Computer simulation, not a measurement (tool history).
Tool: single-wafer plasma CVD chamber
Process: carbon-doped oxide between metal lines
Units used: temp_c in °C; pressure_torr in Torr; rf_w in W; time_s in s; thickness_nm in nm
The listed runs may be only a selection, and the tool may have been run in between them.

run,day,temp_c,pressure_torr,rf_w,time_s,thickness_nm
1,0.000,335,6.23,395,19.3,94.317
2,0.112,335,7.21,395,19.3,96.193
3,0.429,335,7.21,395,19.3,95.570
4,0.550,343,7.21,395,19.3,93.597
5,0.746,351,7.21,395,19.3,91.176
6,0.838,348,7.39,400,19.3,92.298
7,1.008,348,7.39,400,19.3,93.386
8,1.292,346,7.55,405,19.3,93.152
9,1.583,344,7.52,410,19.3,95.164
10,1.854,332,8.22,425,19.3,101.420
11,2.154,332,8.22,425,19.3,101.160
12,2.267,331,8.23,425,19.3,101.360

What will run 13 give?
13,2.596,330,8.23,425,19.3,?

Run 13 came out at thickness_nm 101.110 nm.
